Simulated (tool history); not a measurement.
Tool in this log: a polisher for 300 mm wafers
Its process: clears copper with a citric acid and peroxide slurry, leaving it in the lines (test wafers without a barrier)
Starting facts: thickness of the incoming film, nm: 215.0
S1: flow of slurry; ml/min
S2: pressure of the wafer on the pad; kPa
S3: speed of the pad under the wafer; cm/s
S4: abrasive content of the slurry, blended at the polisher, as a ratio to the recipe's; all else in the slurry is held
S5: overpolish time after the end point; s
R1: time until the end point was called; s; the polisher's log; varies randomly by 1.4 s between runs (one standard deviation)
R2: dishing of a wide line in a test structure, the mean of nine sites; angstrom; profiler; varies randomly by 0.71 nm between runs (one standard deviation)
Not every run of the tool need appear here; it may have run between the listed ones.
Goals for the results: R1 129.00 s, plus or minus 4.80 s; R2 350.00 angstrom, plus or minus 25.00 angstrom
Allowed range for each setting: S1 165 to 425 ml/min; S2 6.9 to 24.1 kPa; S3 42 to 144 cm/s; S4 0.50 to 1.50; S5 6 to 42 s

run    day   S1    S2   S3    S4  S5      R1      R2
  1  0.000  275  15.2   92  1.00  21  144.20  221.06
  2  0.267  275  15.2   92  1.00  24  147.12  239.49
  3  0.354  245  15.2   92  1.00  24  147.59  239.56
  4  0.654  175  15.2   92  1.00  24  153.49  233.53
  5  0.683  175  15.2  102  1.00  24  137.13  241.25
  6  0.971  165  15.2  102  1.00  24  138.50  254.72
  7  1.217  170  15.9  102  1.00  26  132.93  280.73
  8  1.338  175  15.9  102  1.00  27  129.59  291.29
  9  1.688  175  15.9  102  1.00  29  131.43  298.74
 10  1.788  175  15.9  102  1.00  31  134.40  316.78

Next run, 4 choices. One meets every target within its allowed miss, the rest don't. Which?
  A  1.888  185  15.2  108  1.00  26   ?   ?
  B  1.888  190  15.2  110  0.95  42   ?   ?
  C  1.888  165  13.8  120  1.00  30   ?   ?
  D  1.888  225  15.2  106  1.00  33   ?   ?

move      R1      R2
   A  128.04  285.97
   B  126.83  414.59
   C  128.52  317.52
   D  127.69  345.73
A: its largest miss is bigger than the last run's
B: the result that was furthest off in the last run now lies on the other side of its target
C: no nearer and no further than the last run
D: every result within its allowed miss
Answer: D
